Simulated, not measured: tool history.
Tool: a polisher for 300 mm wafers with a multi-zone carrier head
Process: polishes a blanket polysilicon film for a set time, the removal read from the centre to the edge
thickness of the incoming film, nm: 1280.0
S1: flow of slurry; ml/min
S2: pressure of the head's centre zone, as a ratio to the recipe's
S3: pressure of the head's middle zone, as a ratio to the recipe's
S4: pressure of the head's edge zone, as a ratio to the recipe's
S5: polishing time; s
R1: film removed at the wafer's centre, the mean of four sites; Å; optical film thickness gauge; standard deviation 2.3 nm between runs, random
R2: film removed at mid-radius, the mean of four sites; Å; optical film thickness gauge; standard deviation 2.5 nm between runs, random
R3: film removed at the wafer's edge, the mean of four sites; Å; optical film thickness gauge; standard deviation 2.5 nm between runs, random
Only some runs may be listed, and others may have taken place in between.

run	day	S1	S2	S3	S4	S5	R1	R2	R3
1	0	160	1	1	1	74	3940.6	3884.6	3910
2	0.088	160	1	1	1	55	2913.7	2885.7	2947.4
3	0.429	160	1.05	1	1	55	3035.8	2930.5	2897.5
4	0.738	155	1.05	0.98	0.98	53	2941.3	2736.6	2718.5
5	0.912	150	1.04	0.96	0.96	52	2852.6	2580.2	2654.5
6	1.108	145	1.03	0.96	0.94	51	2736.8	2581.3	2522.9
7	1.346	140	1.03	0.94	0.93	51	2705.3	2532.4	2557.9
8	1.517	135	1.03	0.92	0.92	50	2665.1	2385.4	2529.3
9	1.892	130	1.03	0.91	0.91	49	2519.5	2375.4	2427.5
10	1.988	130	1.11	0.82	0.89	44	2448.7	1902.2	2150.6

Forecast run 11:
11	2.158	135	1.1	0.83	0.89	44	?	?	?

R1: 2432.5 Å
R2: 1948.3 Å
R3: 2127.9 Å

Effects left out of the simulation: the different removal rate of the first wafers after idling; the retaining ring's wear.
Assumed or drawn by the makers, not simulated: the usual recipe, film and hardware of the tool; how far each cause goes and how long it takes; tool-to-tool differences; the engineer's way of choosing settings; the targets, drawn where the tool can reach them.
